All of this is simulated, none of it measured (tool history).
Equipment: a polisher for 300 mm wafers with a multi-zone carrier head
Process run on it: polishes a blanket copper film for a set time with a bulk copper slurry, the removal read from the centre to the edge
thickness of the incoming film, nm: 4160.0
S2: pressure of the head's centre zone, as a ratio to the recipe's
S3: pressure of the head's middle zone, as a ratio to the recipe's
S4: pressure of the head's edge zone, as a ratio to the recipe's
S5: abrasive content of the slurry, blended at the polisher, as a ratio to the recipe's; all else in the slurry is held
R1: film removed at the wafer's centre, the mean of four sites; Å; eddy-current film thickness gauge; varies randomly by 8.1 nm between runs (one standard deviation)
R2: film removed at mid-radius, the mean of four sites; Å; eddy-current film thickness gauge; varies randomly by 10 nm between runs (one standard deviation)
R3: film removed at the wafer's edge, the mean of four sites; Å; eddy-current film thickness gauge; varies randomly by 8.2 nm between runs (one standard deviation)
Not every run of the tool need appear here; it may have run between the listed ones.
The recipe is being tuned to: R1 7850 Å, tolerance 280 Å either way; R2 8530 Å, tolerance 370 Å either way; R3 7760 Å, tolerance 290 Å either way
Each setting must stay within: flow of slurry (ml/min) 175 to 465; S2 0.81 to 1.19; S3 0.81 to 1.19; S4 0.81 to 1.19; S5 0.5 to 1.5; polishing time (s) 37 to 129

{"run": 1, "hour": 0.0, "flow of slurry (ml/min)": 295, "S2": 1, "S3": 1, "S4": 1, "S5": 1, "polishing time (s)": 83, "R1": 13058, "R2": 12510, "R3": 12615}
{"run": 2, "hour": 2.0, "flow of slurry (ml/min)": 295, "S2": 1, "S3": 1, "S4": 0.97, "S5": 1, "polishing time (s)": 83, "R1": 13002, "R2": 12711, "R3": 12530}
{"run": 3, "hour": 8.1, "flow of slurry (ml/min)": 295, "S2": 1, "S3": 1, "S4": 0.96, "S5": 0.95, "polishing time (s)": 80, "R1": 12488, "R2": 11821, "R3": 11868}
{"run": 4, "hour": 17.0, "flow of slurry (ml/min)": 295, "S2": 1, "S3": 1, "S4": 0.96, "S5": 0.95, "polishing time (s)": 68, "R1": 10607, "R2": 10389, "R3": 10112}
{"run": 5, "hour": 23.6, "flow of slurry (ml/min)": 295, "S2": 1, "S3": 1.06, "S4": 0.96, "S5": 0.95, "polishing time (s)": 68, "R1": 10487, "R2": 10516, "R3": 10053}
{"run": 6, "hour": 29.8, "flow of slurry (ml/min)": 295, "S2": 0.94, "S3": 1.06, "S4": 0.96, "S5": 0.95, "polishing time (s)": 68, "R1": 9981.7, "R2": 10843, "R3": 10175}
{"run": 7, "hour": 38.4, "flow of slurry (ml/min)": 295, "S2": 0.94, "S3": 1.06, "S4": 0.95, "S5": 0.9, "polishing time (s)": 67, "R1": 9619.5, "R2": 10386, "R3": 9850.9}
{"run": 8, "hour": 47.0, "flow of slurry (ml/min)": 295, "S2": 0.94, "S3": 1.07, "S4": 0.94, "S5": 0.85, "polishing time (s)": 66, "R1": 9594.5, "R2": 10317, "R3": 9403}
{"run": 9, "hour": 50.9, "flow of slurry (ml/min)": 295, "S2": 0.93, "S3": 1.06, "S4": 0.94, "S5": 0.8, "polishing time (s)": 65, "R1": 9034.8, "R2": 9818.7, "R3": 9029.4}
{"run": 10, "hour": 54.0, "flow of slurry (ml/min)": 295, "S2": 0.93, "S3": 1.05, "S4": 0.93, "S5": 0.75, "polishing time (s)": 65, "R1": 8913.1, "R2": 9579.3, "R3": 8762.1}
{"run": 11, "hour": 62.1, "flow of slurry (ml/min)": 295, "S2": 0.92, "S3": 1.04, "S4": 0.92, "S5": 0.75, "polishing time (s)": 65, "R1": 8670.4, "R2": 9534.6, "R3": 8953.6}
{"run": 12, "hour": 65.6, "flow of slurry (ml/min)": 295, "S2": 0.92, "S3": 1.04, "S4": 0.92, "S5": 0.7, "polishing time (s)": 65, "R1": 8520.7, "R2": 9337.6, "R3": 8889.1}
{"run": 13, "hour": 68.8, "flow of slurry (ml/min)": 295, "S2": 0.92, "S3": 1.04, "S4": 0.91, "S5": 0.7, "polishing time (s)": 65, "R1": 8750.7, "R2": 9496.7, "R3": 8672.4}
{"run": 14, "hour": 73.4, "flow of slurry (ml/min)": 295, "S2": 0.92, "S3": 1.03, "S4": 0.91, "S5": 0.7, "polishing time (s)": 65, "R1": 8418.7, "R2": 9224.3, "R3": 8673.7}
{"run": 15, "hour": 80.7, "flow of slurry (ml/min)": 295, "S2": 0.92, "S3": 1.03, "S4": 0.9, "S5": 0.7, "polishing time (s)": 65, "R1": 8686.9, "R2": 9224, "R3": 8547.7}

5 candidate next runs follow, results not yet known. Just one meets every target within its allowed miss. Identify it.
{"run": "A", "hour": 88.0, "flow of slurry (ml/min)": 315, "S2": 0.95, "S3": 0.88, "S4": 0.92, "S5": 0.75, "polishing time (s)": 62, "R1": "?", "R2": "?", "R3": "?"}
{"run": "B", "hour": 88.0, "flow of slurry (ml/min)": 370, "S2": 0.89, "S3": 1.17, "S4": 0.81, "S5": 0.5, "polishing time (s)": 66, "R1": "?", "R2": "?", "R3": "?"}
{"run": "C", "hour": 88.0, "flow of slurry (ml/min)": 370, "S2": 0.85, "S3": 1.19, "S4": 0.85, "S5": 0.85, "polishing time (s)": 57, "R1": "?", "R2": "?", "R3": "?"}
{"run": "D", "hour": 88.0, "flow of slurry (ml/min)": 330, "S2": 0.99, "S3": 1.07, "S4": 0.81, "S5": 0.7, "polishing time (s)": 66, "R1": "?", "R2": "?", "R3": "?"}
{"run": "E", "hour": 88.0, "flow of slurry (ml/min)": 315, "S2": 0.92, "S3": 1.04, "S4": 0.86, "S5": 0.65, "polishing time (s)": 60, "R1": "?", "R2": "?", "R3": "?"}

move=A R1=8638.4 R2=8000.2 R3=8524.3
move=B R1=7870.9 R2=9717.2 R3=7690.5
move=C R1=7583.3 R2=9889.3 R3=7879
move=D R1=9421 R2=9834.1 R3=8417.3
move=E R1=7817.2 R2=8517.9 R3=7672.6
A: nearer the targets than the last run, but a result is still out of spec
B: meets the target for the result that was furthest off, but another lies outside its allowed miss
C: meets the target for the result that was furthest off, but another lies outside its allowed miss
D: lands further from the targets than the last run did
E: hits every target within its allowed miss
Move E is the one to make.
